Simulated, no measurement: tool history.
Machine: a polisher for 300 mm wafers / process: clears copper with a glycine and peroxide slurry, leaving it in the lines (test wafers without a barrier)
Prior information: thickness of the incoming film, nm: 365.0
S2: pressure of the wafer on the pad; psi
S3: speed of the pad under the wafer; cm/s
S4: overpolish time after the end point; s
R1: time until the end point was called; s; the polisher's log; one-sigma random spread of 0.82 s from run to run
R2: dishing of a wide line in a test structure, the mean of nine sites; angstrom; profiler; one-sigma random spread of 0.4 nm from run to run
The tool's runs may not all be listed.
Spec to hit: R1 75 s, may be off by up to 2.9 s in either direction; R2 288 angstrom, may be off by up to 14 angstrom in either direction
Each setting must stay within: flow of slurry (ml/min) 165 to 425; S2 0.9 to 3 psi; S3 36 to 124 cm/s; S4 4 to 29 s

{"run": 1, "hour": 0.0, "flow of slurry (ml/min)": 275, "S2": 1.9, "S3": 80, "S4": 15, "R1": 101.03, "R2": 375.51}
{"run": 2, "hour": 5.6, "flow of slurry (ml/min)": 275, "S2": 2.1, "S3": 82, "S4": 12, "R1": 95.058, "R2": 340.03}
{"run": 3, "hour": 8.6, "flow of slurry (ml/min)": 335, "S2": 2.1, "S3": 82, "S4": 12, "R1": 90.103, "R2": 342.13}
{"run": 4, "hour": 11.8, "flow of slurry (ml/min)": 350, "S2": 2.2, "S3": 84, "S4": 10, "R1": 87.505, "R2": 301.69}
{"run": 5, "hour": 18.6, "flow of slurry (ml/min)": 350, "S2": 2, "S3": 84, "S4": 10, "R1": 93.18, "R2": 294.77}
{"run": 6, "hour": 22.2, "flow of slurry (ml/min)": 350, "S2": 1.7, "S3": 84, "S4": 10, "R1": 101.13, "R2": 256.94}
{"run": 7, "hour": 30.8, "flow of slurry (ml/min)": 360, "S2": 1.9, "S3": 86, "S4": 9, "R1": 94.211, "R2": 252.93}
{"run": 8, "hour": 36.5, "flow of slurry (ml/min)": 365, "S2": 2.1, "S3": 88, "S4": 9, "R1": 86.445, "R2": 282.65}
{"run": 9, "hour": 45.4, "flow of slurry (ml/min)": 370, "S2": 2.2, "S3": 90, "S4": 8, "R1": 83.483, "R2": 262.25}
{"run": 10, "hour": 46.8, "flow of slurry (ml/min)": 370, "S2": 2.3, "S3": 90, "S4": 8, "R1": 81.756, "R2": 265}
{"run": 11, "hour": 55.4, "flow of slurry (ml/min)": 370, "S2": 2.4, "S3": 90, "S4": 8, "R1": 78.84, "R2": 275.19}

Next run, 5 choices. One meets every target within its allowed miss, the rest don't. Which?
{"run": "A", "hour": 64.0, "flow of slurry (ml/min)": 370, "S2": 2.5, "S3": 92, "S4": 9, "R1": "?", "R2": "?"}
{"run": "B", "hour": 64.0, "flow of slurry (ml/min)": 215, "S2": 2.8, "S3": 88, "S4": 8, "R1": "?", "R2": "?"}
{"run": "C", "hour": 64.0, "flow of slurry (ml/min)": 275, "S2": 2.2, "S3": 92, "S4": 8, "R1": "?", "R2": "?"}
{"run": "D", "hour": 64.0, "flow of slurry (ml/min)": 420, "S2": 2.2, "S3": 84, "S4": 8, "R1": "?", "R2": "?"}
{"run": "E", "hour": 64.0, "flow of slurry (ml/min)": 405, "S2": 2.4, "S3": 86, "S4": 8, "R1": "?", "R2": "?"}

move=A R1=74.469 R2=322.95
move=B R1=74.502 R2=292.48
move=C R1=83.485 R2=262.09
move=D R1=85.689 R2=256.41
move=E R1=79.698 R2=274.18
A: gets the furthest-off result to its target, but another result is out of tolerance
B: each result inside its tolerance
C: its largest miss is bigger than the last run's
D: its largest miss is bigger than the last run's
E: its largest miss is bigger than the last run's
Move B is the one to make.

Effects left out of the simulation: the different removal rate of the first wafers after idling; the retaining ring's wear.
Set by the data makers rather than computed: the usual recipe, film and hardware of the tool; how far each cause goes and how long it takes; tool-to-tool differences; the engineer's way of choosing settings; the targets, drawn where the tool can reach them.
